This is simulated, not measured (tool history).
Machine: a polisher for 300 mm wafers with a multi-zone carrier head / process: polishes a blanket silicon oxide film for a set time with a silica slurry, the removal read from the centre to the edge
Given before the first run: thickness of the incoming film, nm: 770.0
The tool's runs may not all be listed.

run	day	flow of slurry (ml/min)	pressure of the head's centre zone	pressure of the head's middle zone	pressure of the head's edge zone	abrasive content of the slurry	polishing time (s)	film removed at the wafer's centre (angstrom)	film removed at mid-radius (angstrom)	film removed at the wafer's edge (angstrom)
1	0.000	265	1.00	1.00	1.00	1.00	66	2355.90	2442.20	2341.00
2	0.158	245	0.96	0.97	0.98	0.90	58	1851.80	1927.50	1936.10
3	0.238	240	0.93	0.97	0.95	0.80	52	1528.90	1668.10	1599.50
4	0.408	240	0.93	0.93	0.95	0.80	52	1537.70	1615.60	1628.70
5	0.654	230	0.91	0.91	0.93	0.75	48	1309.20	1403.80	1410.00
6	0.892	230	0.91	0.84	0.93	0.75	48	1315.30	1305.80	1429.00
7	1.033	220	0.89	0.84	0.91	0.70	46	1204.10	1213.80	1278.40
8	1.375	215	0.87	0.84	0.92	0.65	44	1077.90	1112.90	1206.90
9	1.529	205	0.86	0.85	0.91	0.60	44	987.60	1055.50	1123.40
10	1.621	195	0.85	0.85	0.90	0.60	44	978.14	1046.10	1130.00
11	1.971	195	0.84	0.85	0.88	0.60	44	974.79	1040.90	1116.20
12	2.108	190	0.83	0.86	0.87	0.60	44	963.97	1047.60	1107.60
13	2.179	185	0.83	0.86	0.86	0.60	44	960.63	1048.70	1096.10
14	2.500	170	0.81	0.87	0.84	0.50	41	773.20	880.93	913.91
15	2.600	245	0.82	0.88	0.87	0.50	41	804.32	930.89	944.30
16	2.808	245	0.83	0.88	0.88	0.50	41	842.67	930.55	959.68

Predict the results of run 17:
17	2.883	245	0.83	0.89	0.89	0.50	41	?	?	?

{"run 17": {"film removed at the wafer's centre (angstrom)": 825.87, "film removed at mid-radius (angstrom)": 934.04, "film removed at the wafer's edge (angstrom)": 951.66}}
